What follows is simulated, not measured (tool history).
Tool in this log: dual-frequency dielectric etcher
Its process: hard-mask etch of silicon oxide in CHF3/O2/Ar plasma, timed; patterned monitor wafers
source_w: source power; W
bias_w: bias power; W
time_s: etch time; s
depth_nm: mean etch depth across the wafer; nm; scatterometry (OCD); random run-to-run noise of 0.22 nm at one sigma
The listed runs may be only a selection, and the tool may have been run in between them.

run,hour,source_w,bias_w,time_s,depth_nm
1,0.0,840,205,16.0,38.510
2,7.5,880,207,16.0,38.977
3,14.8,920,210,16.0,39.832
4,20.1,950,212,16.0,40.175
5,26.2,850,212,16.0,39.101
6,30.6,890,215,16.0,40.394
7,34.0,890,215,16.0,39.857
8,43.1,920,217,16.0,40.097

Run 9 comes next. What will it give?
9,48.6,950,220,16.0,?

depth_nm: 41.002 nm
